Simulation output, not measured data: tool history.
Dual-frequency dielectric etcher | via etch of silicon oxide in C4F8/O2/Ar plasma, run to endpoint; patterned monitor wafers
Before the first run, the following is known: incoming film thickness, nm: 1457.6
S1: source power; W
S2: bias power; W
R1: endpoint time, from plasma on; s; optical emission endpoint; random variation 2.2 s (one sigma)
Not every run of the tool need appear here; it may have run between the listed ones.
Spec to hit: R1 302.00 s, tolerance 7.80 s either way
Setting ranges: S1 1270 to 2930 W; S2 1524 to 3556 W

run    day    S1    S2      R1
  1  0.000  2100  2540  269.53
  2  0.354  1990  2492  277.92
  3  0.504  1990  2662  269.72
  4  0.721  2210  2662  256.49
  5  0.804  2070  2623  267.68
  6  1.021  2070  3053  252.23
  7  1.046  1920  2996  266.25
  8  1.117  1820  2967  275.13
  9  1.321  1750  2948  284.04

Below are 5 possible settings for the next run. Only one of them brings all results inside the allowed miss of their targets. Which is it?
  A  1.525  1370  2780   ?
  B  1.525  1310  2948   ?
  C  1.525  1700  3065   ?
  D  1.525  1610  2705   ?
  E  1.525  1360  3001   ?

move      R1
   A  320.72
   B  322.78
   C  276.98
   D  296.37
   E  314.23
A: carries the result that was furthest off beyond its target, to the other side
B: carries the result that was furthest off beyond its target, to the other side
C: the biggest miss grows against the last run
D: all results land within tolerance of their targets
E: carries the result that was furthest off beyond its target, to the other side
Answer: D
